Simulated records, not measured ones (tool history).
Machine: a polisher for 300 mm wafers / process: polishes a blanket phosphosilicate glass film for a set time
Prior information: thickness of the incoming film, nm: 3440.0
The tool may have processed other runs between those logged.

| run | hour | flow of slurry (ml/min) | pressure of the wafer on the pad (kPa) | speed of the pad under the wafer (cm/s) | abrasive content of the slurry | polishing time (s) | film removed (nm) |
|---|---|---|---|---|---|---|---|
| 1 | 0 | 155 | 24.8 | 114 | 1 | 43 | 425.48 |
| 2 | 1.5 | 155 | 24.8 | 114 | 0.9 | 43 | 406.76 |
| 3 | 10.5 | 155 | 24.8 | 114 | 0.9 | 43 | 412.31 |
| 4 | 16.4 | 155 | 24.8 | 114 | 1.05 | 43 | 433.87 |
| 5 | 17.3 | 155 | 23.4 | 114 | 1.05 | 43 | 410.89 |
| 6 | 19.8 | 155 | 22.1 | 114 | 1.05 | 43 | 394.81 |
| 7 | 24.2 | 150 | 16.5 | 112 | 1.05 | 43 | 286.96 |

The next listed run, before its measurement:
| 8 | 24.8 | 155 | 17.2 | 112 | 1.05 | 43 | ? |

Run 8 gave film removed (nm) 299.27.
